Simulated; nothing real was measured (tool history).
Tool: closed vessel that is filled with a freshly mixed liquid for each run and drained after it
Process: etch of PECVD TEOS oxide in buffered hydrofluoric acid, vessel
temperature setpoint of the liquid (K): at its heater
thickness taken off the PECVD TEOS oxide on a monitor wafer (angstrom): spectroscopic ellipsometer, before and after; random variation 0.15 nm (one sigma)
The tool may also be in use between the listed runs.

| run | hour | temperature setpoint of the liquid (K) | parts of 40 % ammonium fluoride to one part of 49 % hydrofluoric acid (parts by volume) | time in the liquid (s) | thickness taken off the PECVD TEOS oxide on a monitor wafer (angstrom) |
|---|---|---|---|---|---|
| 1 | 0.0 | 293.15 | 14.5 | 30 | 351.12 |
| 2 | 8.9 | 293.15 | 18.0 | 30 | 284.67 |
| 3 | 12.2 | 293.15 | 18.0 | 30 | 280.67 |
| 4 | 17.4 | 292.65 | 18.5 | 30 | 267.33 |
| 5 | 25.3 | 292.15 | 19.0 | 30 | 252.81 |
| 6 | 29.8 | 291.65 | 19.5 | 30 | 238.87 |
| 7 | 30.3 | 291.15 | 20.0 | 30 | 228.80 |

Forecast run 8:
| 8 | 31.1 | 290.65 | 20.5 | 30 | ? |

Run 8 gave thickness taken off the PECVD TEOS oxide on a monitor wafer (angstrom) 214.41.
